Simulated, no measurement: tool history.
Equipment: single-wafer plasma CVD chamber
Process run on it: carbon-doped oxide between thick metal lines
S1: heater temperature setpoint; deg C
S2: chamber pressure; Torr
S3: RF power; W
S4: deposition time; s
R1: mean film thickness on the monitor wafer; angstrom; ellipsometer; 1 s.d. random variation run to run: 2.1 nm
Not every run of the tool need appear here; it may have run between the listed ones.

run,hour,S1,S2,S3,S4,R1
1,0.0,365,6.91,525,116,6400.3
2,4.9,366,6.79,510,116,6233.1
3,12.5,367,6.65,500,116,6155.3
4,17.3,368,6.56,490,116,6076.8
5,21.7,368,6.56,490,120,6262.3
6,24.7,369,6.45,480,120,6174.2

Estimate the outcome of run 7 from the log above:
7,26.9,370,6.35,475,120,?

{"run 7": {"R1": 6141.4}}

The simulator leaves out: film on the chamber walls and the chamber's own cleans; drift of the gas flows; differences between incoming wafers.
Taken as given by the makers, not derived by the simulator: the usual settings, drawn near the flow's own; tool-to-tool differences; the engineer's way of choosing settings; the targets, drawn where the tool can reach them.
